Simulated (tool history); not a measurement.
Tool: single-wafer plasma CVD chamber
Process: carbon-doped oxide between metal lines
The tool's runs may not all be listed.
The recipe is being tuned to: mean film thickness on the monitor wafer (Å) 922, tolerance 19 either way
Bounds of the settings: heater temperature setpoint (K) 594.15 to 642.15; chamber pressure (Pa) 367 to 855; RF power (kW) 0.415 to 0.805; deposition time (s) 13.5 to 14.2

run  hour  heater temperature setpoint (K)  chamber pressure (Pa)  RF power (kW)  deposition time (s)  mean film thickness on the monitor wafer (Å)
  1     0                           618.15                    611           0.61                 14.2                                        809.99
  2   2.1                           615.15                    651           0.63                 14.2                                        834.89
  3   9.5                           615.15                    651           0.59                 14.2                                        810.41
  4  17.1                           615.15                    651           0.59                 13.5                                        761.35
  5  19.9                           615.15                    755           0.59                 13.5                                        774.02
  6  24.7                           615.15                    755           0.59                 13.5                                        778.57
  7  26.7                           613.15                    767           0.63                 13.6                                        831.37
  8  33.7                           610.15                    783          0.645                 13.6                                        844.79
  9  35.6                           609.15                    791          0.665                 13.6                                        866.69
 10  38.6                           608.15                    799          0.675                 13.6                                        870.28
 11  44.7                           608.15                    804           0.69                 13.6                                         889.2
 12  52.4                           607.15                    811          0.695                 13.6                                        899.71

Exercise: of the 4 proposed moves below, exactly one satisfies all targets within the stated allowed misses. Which move is it?
  A  60.1                           611.15                    776          0.695                 13.6                                             ?
  B  60.1                           620.15                    723           0.75                 13.5                                             ?
  C  60.1                           606.15                    795           0.67                 14.2                                             ?
  D  60.1                           599.15                    600          0.685                 13.5                                             ?

move  mean film thickness on the monitor wafer (Å)
   A                                        881.14
   B                                        891.99
   C                                        912.36
   D                                        875.67
A: lands further from the targets than the last run did
B: lands further from the targets than the last run did
C: every result within its allowed miss
D: lands further from the targets than the last run did
So the answer is move C, the one that meets all the targets.

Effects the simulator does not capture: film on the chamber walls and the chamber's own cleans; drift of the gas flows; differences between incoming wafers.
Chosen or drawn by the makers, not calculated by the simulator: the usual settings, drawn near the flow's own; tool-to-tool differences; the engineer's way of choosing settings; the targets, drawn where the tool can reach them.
